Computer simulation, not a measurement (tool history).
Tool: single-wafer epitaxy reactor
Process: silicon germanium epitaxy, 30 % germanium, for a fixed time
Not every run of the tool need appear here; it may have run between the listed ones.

run	hour	wafer temperature setpoint (pyrometer-controlled) (K)	chamber pressure (mTorr)	mean film thickness on the monitor wafer (Å)
1	0.0	848.15	17400	295.09
2	2.1	844.15	17400	274.37
3	9.0	835.15	17400	230.47
4	15.9	826.15	17400	194.32
5	21.7	824.15	17400	185.71
6	28.3	831.15	17500	213.67
7	34.6	836.15	17600	234.72
8	39.4	841.15	17700	261.87
9	42.9	845.15	17800	282.91
10	49.4	848.15	17900	300.05

Run 11 comes next. What will it give?
# hour 50.2: pyrometer calibrated
11	50.2	850.15	17900	?

Logged for run 11: mean film thickness on the monitor wafer (Å) 345.28.
